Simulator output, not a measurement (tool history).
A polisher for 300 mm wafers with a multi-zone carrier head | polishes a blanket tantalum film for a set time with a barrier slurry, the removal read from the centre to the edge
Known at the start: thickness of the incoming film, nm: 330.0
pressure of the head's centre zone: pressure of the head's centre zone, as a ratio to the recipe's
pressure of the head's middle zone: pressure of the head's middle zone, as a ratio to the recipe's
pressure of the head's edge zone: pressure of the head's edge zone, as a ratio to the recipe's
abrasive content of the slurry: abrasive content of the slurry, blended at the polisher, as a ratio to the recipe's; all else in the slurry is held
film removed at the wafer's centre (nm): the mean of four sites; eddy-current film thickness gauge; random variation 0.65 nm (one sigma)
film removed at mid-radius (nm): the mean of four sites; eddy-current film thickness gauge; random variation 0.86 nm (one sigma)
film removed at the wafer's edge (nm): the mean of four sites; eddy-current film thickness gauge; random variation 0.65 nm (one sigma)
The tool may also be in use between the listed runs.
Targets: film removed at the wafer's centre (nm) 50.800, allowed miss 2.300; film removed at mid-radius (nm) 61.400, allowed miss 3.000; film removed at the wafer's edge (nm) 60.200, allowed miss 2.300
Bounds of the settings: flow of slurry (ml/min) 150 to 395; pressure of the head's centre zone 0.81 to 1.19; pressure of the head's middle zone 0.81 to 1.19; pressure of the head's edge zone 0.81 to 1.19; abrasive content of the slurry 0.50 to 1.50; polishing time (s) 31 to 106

| run | hour | flow of slurry (ml/min) | pressure of the head's centre zone | pressure of the head's middle zone | pressure of the head's edge zone | abrasive content of the slurry | polishing time (s) | film removed at the wafer's centre (nm) | film removed at mid-radius (nm) | film removed at the wafer's edge (nm) |
|---|---|---|---|---|---|---|---|---|---|---|
| 1 | 0.0 | 250 | 1.00 | 1.00 | 1.00 | 1.00 | 68 | 94.987 | 94.795 | 95.518 |
| 2 | 4.3 | 250 | 1.00 | 0.93 | 1.00 | 1.00 | 68 | 95.701 | 88.272 | 95.141 |
| 3 | 6.2 | 250 | 1.08 | 0.93 | 1.00 | 1.00 | 68 | 101.600 | 89.701 | 95.024 |
| 4 | 7.2 | 250 | 1.08 | 0.93 | 0.92 | 1.00 | 68 | 101.730 | 90.153 | 94.825 |
| 5 | 13.5 | 215 | 1.08 | 0.93 | 0.92 | 1.00 | 68 | 96.702 | 87.478 | 93.575 |
| 6 | 16.6 | 215 | 1.04 | 0.93 | 0.92 | 1.00 | 68 | 96.347 | 89.209 | 93.493 |
| 7 | 22.3 | 200 | 0.99 | 0.95 | 0.93 | 0.90 | 63 | 78.062 | 78.671 | 82.622 |
| 8 | 27.2 | 205 | 0.98 | 0.97 | 0.93 | 0.80 | 60 | 69.276 | 68.902 | 73.192 |
| 9 | 32.8 | 205 | 0.98 | 0.97 | 0.93 | 0.80 | 60 | 69.183 | 70.987 | 72.943 |
| 10 | 37.7 | 200 | 0.96 | 0.98 | 0.93 | 0.75 | 60 | 65.157 | 68.298 | 69.937 |
| 11 | 43.6 | 195 | 0.94 | 0.99 | 0.93 | 0.70 | 60 | 60.578 | 65.198 | 66.858 |
| 12 | 45.0 | 180 | 0.84 | 1.03 | 0.86 | 0.60 | 60 | 46.271 | 58.088 | 55.288 |
| 13 | 51.4 | 190 | 0.84 | 1.03 | 0.87 | 0.60 | 60 | 47.000 | 58.544 | 54.817 |
| 14 | 52.9 | 185 | 0.85 | 1.03 | 0.89 | 0.60 | 60 | 47.077 | 58.558 | 55.878 |
| 15 | 58.9 | 190 | 0.85 | 1.03 | 0.90 | 0.60 | 60 | 46.995 | 57.370 | 56.098 |
| 16 | 66.6 | 190 | 0.86 | 1.03 | 0.90 | 0.60 | 60 | 47.942 | 58.929 | 56.178 |
| 17 | 69.4 | 185 | 0.86 | 1.03 | 0.91 | 0.60 | 60 | 47.370 | 57.459 | 55.808 |
| 18 | 70.6 | 230 | 0.88 | 1.05 | 0.97 | 0.75 | 61 | 61.834 | 76.090 | 72.380 |
| 19 | 79.3 | 220 | 0.87 | 1.04 | 0.95 | 0.75 | 61 | 59.713 | 74.344 | 73.289 |
| 20 | 82.6 | 210 | 0.87 | 1.03 | 0.92 | 0.75 | 61 | 61.282 | 72.733 | 70.151 |
| 21 | 88.0 | 200 | 0.86 | 1.02 | 0.91 | 0.75 | 61 | 59.709 | 71.473 | 69.807 |
| 22 | 96.8 | 195 | 0.85 | 1.02 | 0.90 | 0.75 | 61 | 58.563 | 71.074 | 70.644 |
| 23 | 102.5 | 190 | 0.85 | 1.02 | 0.89 | 0.75 | 61 | 58.390 | 72.568 | 70.196 |
| 24 | 110.1 | 190 | 0.85 | 0.97 | 0.85 | 0.50 | 56 | 34.910 | 39.366 | 39.794 |
| 25 | 113.4 | 185 | 0.88 | 1.00 | 0.91 | 0.50 | 54 | 34.178 | 38.935 | 40.275 |
| 26 | 119.0 | 175 | 0.91 | 1.04 | 0.95 | 0.50 | 54 | 34.467 | 40.908 | 39.615 |
| 27 | 126.5 | 205 | 0.89 | 1.04 | 0.94 | 0.55 | 54 | 41.737 | 47.897 | 46.742 |
| 28 | 129.3 | 225 | 0.87 | 1.05 | 0.96 | 0.55 | 54 | 41.217 | 48.846 | 48.593 |
| 29 | 130.6 | 295 | 0.96 | 1.15 | 1.06 | 0.80 | 56 | 67.329 | 80.231 | 72.075 |
| 30 | 132.7 | 225 | 0.86 | 1.05 | 1.00 | 0.80 | 56 | 57.879 | 72.488 | 69.288 |

Which of these 5 next moves meets every target?
| A | 134.8 | 150 | 0.83 | 0.89 | 0.98 | 0.85 | 64 | ? | ? | ? |
| B | 134.8 | 245 | 1.02 | 0.92 | 0.99 | 0.95 | 45 | ? | ? | ? |
| C | 134.8 | 225 | 0.95 | 0.83 | 1.07 | 0.75 | 66 | ? | ? | ? |
| D | 134.8 | 215 | 1.10 | 1.09 | 0.86 | 0.65 | 55 | ? | ? | ? |
| E | 134.8 | 230 | 0.86 | 1.05 | 0.99 | 0.65 | 57 | ? | ? | ? |

| move | film removed at the wafer's centre (nm) | film removed at mid-radius (nm) | film removed at the wafer's edge (nm) |
|---|---|---|---|
| A | 60.761 | 68.277 | 76.353 |
| B | 61.387 | 56.903 | 60.685 |
| C | 72.407 | 66.380 | 79.094 |
| D | 62.136 | 61.634 | 55.036 |
| E | 50.792 | 62.558 | 59.664 |
A: further off than the last run
B: brings the result that was furthest off to its target, and leaves another outside
C: further off than the last run
D: takes the result that was furthest off past its target
E: meets every target
The right move is E.

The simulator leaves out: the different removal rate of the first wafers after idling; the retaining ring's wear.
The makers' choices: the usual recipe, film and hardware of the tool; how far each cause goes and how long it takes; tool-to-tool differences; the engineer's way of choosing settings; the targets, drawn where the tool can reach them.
